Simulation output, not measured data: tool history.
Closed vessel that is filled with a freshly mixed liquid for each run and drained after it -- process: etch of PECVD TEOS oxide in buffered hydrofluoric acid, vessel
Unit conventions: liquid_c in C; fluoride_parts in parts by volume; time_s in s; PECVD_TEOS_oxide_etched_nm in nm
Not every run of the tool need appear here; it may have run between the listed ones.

run	hour	liquid_c	fluoride_parts	time_s	PECVD_TEOS_oxide_etched_nm
1	0	24	10.5	30	67.461
2	7	23	10.5	30	63.31
3	8.5	22.5	10.5	30	61.494
4	11.1	22	10.5	30	59.56
5	13.9	21.5	10.5	30	58.082
6	16.5	21	10.5	30	56.184
7	19.8	20.5	10.5	30	55.043

For run 8, what comes out?
8	28.4	20	10.5	30	?

{"run 8": {"PECVD_TEOS_oxide_etched_nm": 53.866}}

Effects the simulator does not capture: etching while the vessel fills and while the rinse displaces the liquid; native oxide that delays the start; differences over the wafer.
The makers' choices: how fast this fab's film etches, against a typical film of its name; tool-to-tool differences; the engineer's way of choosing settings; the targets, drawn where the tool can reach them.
